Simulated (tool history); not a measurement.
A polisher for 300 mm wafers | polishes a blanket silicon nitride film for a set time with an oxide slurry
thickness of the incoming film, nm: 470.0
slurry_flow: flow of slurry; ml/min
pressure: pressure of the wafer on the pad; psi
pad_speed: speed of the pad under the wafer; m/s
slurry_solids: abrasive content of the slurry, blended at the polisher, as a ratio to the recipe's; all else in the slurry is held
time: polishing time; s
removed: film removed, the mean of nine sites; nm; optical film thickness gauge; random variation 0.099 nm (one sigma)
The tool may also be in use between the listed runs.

| run | day | slurry_flow | pressure | pad_speed | slurry_solids | time | removed |
|---|---|---|---|---|---|---|---|
| 1 | 0 | 145 | 2.5 | 0.84 | 1 | 26 | 11.183 |
| 2 | 0.083 | 145 | 2.2 | 0.82 | 1 | 26 | 10.156 |
| 3 | 0.312 | 145 | 2.2 | 0.82 | 1 | 26 | 10.087 |
| 4 | 0.408 | 145 | 2.2 | 0.96 | 1 | 26 | 11.548 |
| 5 | 0.45 | 145 | 2.2 | 0.96 | 1 | 26 | 11.528 |
| 6 | 0.508 | 145 | 1.9 | 0.92 | 1 | 26 | 10.427 |
| 7 | 0.571 | 145 | 1.7 | 0.86 | 1 | 26 | 9.126 |

Forecast run 8:
| 8 | 0.942 | 145 | 1.5 | 0.84 | 1 | 26 | ? |

removed: 8.0043 nm

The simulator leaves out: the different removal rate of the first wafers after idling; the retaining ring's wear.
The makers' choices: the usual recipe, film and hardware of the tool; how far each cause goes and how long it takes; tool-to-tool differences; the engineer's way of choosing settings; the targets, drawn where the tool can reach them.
